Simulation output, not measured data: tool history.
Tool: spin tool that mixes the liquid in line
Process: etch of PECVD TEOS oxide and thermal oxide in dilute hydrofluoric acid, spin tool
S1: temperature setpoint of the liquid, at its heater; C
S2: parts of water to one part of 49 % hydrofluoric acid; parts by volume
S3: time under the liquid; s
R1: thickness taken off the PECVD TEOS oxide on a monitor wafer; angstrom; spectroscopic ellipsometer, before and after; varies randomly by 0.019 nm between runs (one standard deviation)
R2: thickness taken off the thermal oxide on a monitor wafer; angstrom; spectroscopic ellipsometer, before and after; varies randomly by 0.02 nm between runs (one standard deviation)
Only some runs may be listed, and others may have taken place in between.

run 1 hour=0 | S1=22 S2=190 S3=55 | R1=46.558 R2=10.158
run 2 hour=5.1 | S1=24.5 S2=190 S3=55 | R1=51.807 R2=11.394
run 3 hour=13.3 | S1=26 S2=190 S3=55 | R1=53.786 R2=12.446
run 4 hour=17.7 | S1=24.5 S2=210 S3=55 | R1=45.312 R2=10.662
run 5 hour=25.4 | S1=22.5 S2=220 S3=55 | R1=40.529 R2=8.9353
run 6 hour=26.2 | S1=22 S2=235 S3=55 | R1=36.484 R2=8.1301
run 7 hour=31.5 | S1=21 S2=245 S3=55 | R1=32.993 R2=7.7169
run 8 hour=38.8 | S1=20 S2=250 S3=55 | R1=30.823 R2=7.4524

The next listed run, before its measurement:
run 9 hour=43.6 | S1=19.5 S2=250 S3=55 | R1=? R2=?

Run 9 came out at R1 30.262 angstrom, R2 7.1065 angstrom.

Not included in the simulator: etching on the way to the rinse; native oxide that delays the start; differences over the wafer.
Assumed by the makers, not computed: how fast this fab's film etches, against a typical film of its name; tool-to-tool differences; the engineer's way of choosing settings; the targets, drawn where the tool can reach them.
